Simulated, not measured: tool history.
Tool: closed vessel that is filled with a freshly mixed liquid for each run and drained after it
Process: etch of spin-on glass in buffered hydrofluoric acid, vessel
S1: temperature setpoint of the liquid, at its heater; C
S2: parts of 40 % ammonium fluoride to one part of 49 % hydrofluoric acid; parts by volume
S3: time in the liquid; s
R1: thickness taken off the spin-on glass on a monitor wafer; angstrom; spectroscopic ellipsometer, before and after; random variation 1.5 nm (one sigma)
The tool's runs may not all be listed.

run 1 day=0 | S1=25 S2=18.5 S3=105 | R1=2907.8
run 2 day=0.221 | S1=25 S2=18.5 S3=115 | R1=3237.9
run 3 day=0.371 | S1=22.5 S2=20.5 S3=115 | R1=2586.8
run 4 day=0.712 | S1=21 S2=22 S3=115 | R1=2305.6
run 5 day=0.9 | S1=17.5 S2=22 S3=115 | R1=1870.7
run 6 day=0.954 | S1=17.5 S2=23 S3=115 | R1=1805.7

Forecast run 7:
run 7 day=1.004 | S1=17.5 S2=24 S3=115 | R1=?

Run 7 gave R1 1753.9 angstrom.

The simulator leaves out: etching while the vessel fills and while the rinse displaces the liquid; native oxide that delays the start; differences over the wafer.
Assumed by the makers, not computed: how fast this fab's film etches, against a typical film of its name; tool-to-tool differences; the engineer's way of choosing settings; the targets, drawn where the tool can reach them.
